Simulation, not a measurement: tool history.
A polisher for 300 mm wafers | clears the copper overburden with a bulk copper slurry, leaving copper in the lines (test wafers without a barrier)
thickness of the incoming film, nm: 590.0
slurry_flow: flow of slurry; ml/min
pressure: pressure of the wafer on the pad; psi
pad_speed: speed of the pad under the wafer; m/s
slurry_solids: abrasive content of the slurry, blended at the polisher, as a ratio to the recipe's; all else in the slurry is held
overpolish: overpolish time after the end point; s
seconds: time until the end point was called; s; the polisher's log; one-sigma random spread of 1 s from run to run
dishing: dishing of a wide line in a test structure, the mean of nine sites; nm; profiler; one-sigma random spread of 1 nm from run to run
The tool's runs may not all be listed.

run 1 day=0 | slurry_flow=240 pressure=2.4 pad_speed=0.94 slurry_solids=1 overpolish=29 | seconds=90.088 dishing=68.302
run 2 day=0.25 | slurry_flow=240 pressure=2.4 pad_speed=0.98 slurry_solids=1 overpolish=23 | seconds=84.355 dishing=63.49
run 3 day=0.554 | slurry_flow=240 pressure=2.4 pad_speed=0.98 slurry_solids=0.8 overpolish=23 | seconds=89.775 dishing=60.815
run 4 day=0.717 | slurry_flow=240 pressure=2.4 pad_speed=1.1 slurry_solids=0.8 overpolish=23 | seconds=81.093 dishing=63.837
run 5 day=1.05 | slurry_flow=240 pressure=2.4 pad_speed=1.1 slurry_solids=0.8 overpolish=19 | seconds=80.431 dishing=58.196
run 6 day=1.133 | slurry_flow=240 pressure=2.4 pad_speed=0.94 slurry_solids=0.8 overpolish=19 | seconds=93.99 dishing=53.6

Expected results for the next run?
run 7 day=1.217 | slurry_flow=240 pressure=2.5 pad_speed=0.94 slurry_solids=0.8 overpolish=18 | seconds=? dishing=?

{"run 7": {"seconds": 92.369, "dishing": 53.18}}

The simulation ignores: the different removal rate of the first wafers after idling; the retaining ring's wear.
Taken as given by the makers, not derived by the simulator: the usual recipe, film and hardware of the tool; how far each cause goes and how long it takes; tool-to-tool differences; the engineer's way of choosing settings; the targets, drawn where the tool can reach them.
